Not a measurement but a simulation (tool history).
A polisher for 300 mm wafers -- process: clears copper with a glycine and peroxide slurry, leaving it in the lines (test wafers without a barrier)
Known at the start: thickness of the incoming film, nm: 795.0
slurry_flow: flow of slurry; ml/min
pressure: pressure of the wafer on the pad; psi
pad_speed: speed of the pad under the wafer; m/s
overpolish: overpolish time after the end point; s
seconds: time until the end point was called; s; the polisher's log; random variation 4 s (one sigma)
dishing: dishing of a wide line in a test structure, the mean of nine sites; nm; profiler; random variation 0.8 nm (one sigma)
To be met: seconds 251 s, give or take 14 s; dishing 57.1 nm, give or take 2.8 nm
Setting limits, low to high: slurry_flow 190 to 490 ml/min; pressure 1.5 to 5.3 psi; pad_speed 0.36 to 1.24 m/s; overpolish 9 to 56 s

run 1 day=0 | slurry_flow=315 pressure=3.4 pad_speed=0.8 overpolish=29 | seconds=167.05 dishing=62.921
run 2 day=0.233 | slurry_flow=315 pressure=3.2 pad_speed=0.8 overpolish=30 | seconds=178.74 dishing=60.33
run 3 day=0.271 | slurry_flow=315 pressure=3 pad_speed=0.8 overpolish=31 | seconds=184.83 dishing=59.381
run 4 day=0.529 | slurry_flow=315 pressure=2.9 pad_speed=0.78 overpolish=33 | seconds=195.82 dishing=61.935
run 5 day=0.842 | slurry_flow=315 pressure=2.8 pad_speed=0.78 overpolish=33 | seconds=197.82 dishing=61.176
run 6 day=1.138 | slurry_flow=315 pressure=2.7 pad_speed=0.78 overpolish=33 | seconds=201.91 dishing=59.328
run 7 day=1.362 | slurry_flow=315 pressure=2.6 pad_speed=0.78 overpolish=34 | seconds=212.56 dishing=60.335
run 8 day=1.679 | slurry_flow=315 pressure=1.9 pad_speed=0.76 overpolish=35 | seconds=261.89 dishing=52.786

Below are 4 possible settings for the next run. Only one of them brings all results inside the allowed miss of their targets. Which is it?
run A day=1.996 | slurry_flow=285 pressure=1.9 pad_speed=0.68 overpolish=56 | seconds=? dishing=?
run B day=1.996 | slurry_flow=370 pressure=2.2 pad_speed=0.72 overpolish=38 | seconds=? dishing=?
run C day=1.996 | slurry_flow=305 pressure=1.9 pad_speed=0.78 overpolish=34 | seconds=? dishing=?
run D day=1.996 | slurry_flow=320 pressure=1.9 pad_speed=0.68 overpolish=53 | seconds=? dishing=?

move=A seconds=295.35 dishing=64.17
move=B seconds=252.67 dishing=57.569
move=C seconds=270.56 dishing=51.819
move=D seconds=293.03 dishing=62.903
A: moves the result that the last run missed by most past its target, out the other side
B: hits every target within its allowed miss
C: its largest miss is bigger than the last run's
D: moves the result that the last run missed by most past its target, out the other side
Go with B: it meets all targets.

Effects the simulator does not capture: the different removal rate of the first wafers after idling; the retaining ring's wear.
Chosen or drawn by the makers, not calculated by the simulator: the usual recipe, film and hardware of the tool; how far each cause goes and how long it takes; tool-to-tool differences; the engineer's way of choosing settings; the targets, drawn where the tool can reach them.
